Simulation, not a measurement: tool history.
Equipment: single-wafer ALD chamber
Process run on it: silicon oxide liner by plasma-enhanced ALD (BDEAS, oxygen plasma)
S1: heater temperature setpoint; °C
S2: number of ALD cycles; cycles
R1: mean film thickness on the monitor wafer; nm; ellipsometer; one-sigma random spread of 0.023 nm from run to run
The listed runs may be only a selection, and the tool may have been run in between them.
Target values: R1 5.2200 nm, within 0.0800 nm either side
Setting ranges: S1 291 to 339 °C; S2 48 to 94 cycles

run	hour	S1	S2	R1
1	0.0	315	71	6.0791
2	0.9	316	68	5.7783
3	5.3	317	66	5.5837
4	12.2	325	66	5.5776
5	20.3	325	75	6.3670
6	25.4	325	80	6.7443
7	32.3	326	75	6.3330
8	38.5	326	72	6.1024
9	42.9	326	69	5.8141
10	43.8	326	67	5.6552

Exactly one of the 5 candidate moves below puts every result within its allowed miss. Which one?
A	44.7	321	64	?
B	44.7	336	72	?
C	44.7	320	65	?
D	44.7	326	65	?
E	44.7	332	62	?

move	R1
A	5.4692
B	6.0360
C	5.5617
D	5.5195
E	5.2245
A: closer than the last run, but not yet in spec
B: misses by more than the last run did
C: closer than the last run, but not yet in spec
D: closer than the last run, but not yet in spec
E: all results in spec
Answer: E
